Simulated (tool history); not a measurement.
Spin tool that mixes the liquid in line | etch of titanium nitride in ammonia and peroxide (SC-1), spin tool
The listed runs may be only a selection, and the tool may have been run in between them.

run  hour  temperature setpoint of the liquid (°C)  parts of water to one part of 30 % peroxide (parts by volume)  parts of 29 % ammonia solution to one part of 30 % peroxide (parts by volume)  time under the liquid (s)  thickness taken off the titanium nitride on a monitor wafer (Å)
  1     0                                       55                                                           22.5                                                                            0.5                         65                                                            24.55
  2   8.5                                       55                                                           22.5                                                                            0.4                         65                                                           23.168
  3  16.8                                       53                                                           22.5                                                                            0.4                         65                                                           20.315
  4  22.1                                     51.5                                                           22.5                                                                            0.4                         65                                                           18.523
  5  22.7                                     51.5                                                           27.5                                                                            0.4                         65                                                           16.417
  6  27.8                                     51.5                                                           21.5                                                                            0.4                         65                                                           18.799
  7  31.2                                     50.5                                                           21.5                                                                            0.4                         65                                                           17.492

What does the tool deliver on the next run?
  8  34.1                                     49.5                                                           21.5                                                                            0.4                         65                                                                ?

thickness taken off the titanium nitride on a monitor wafer (Å): 16.45
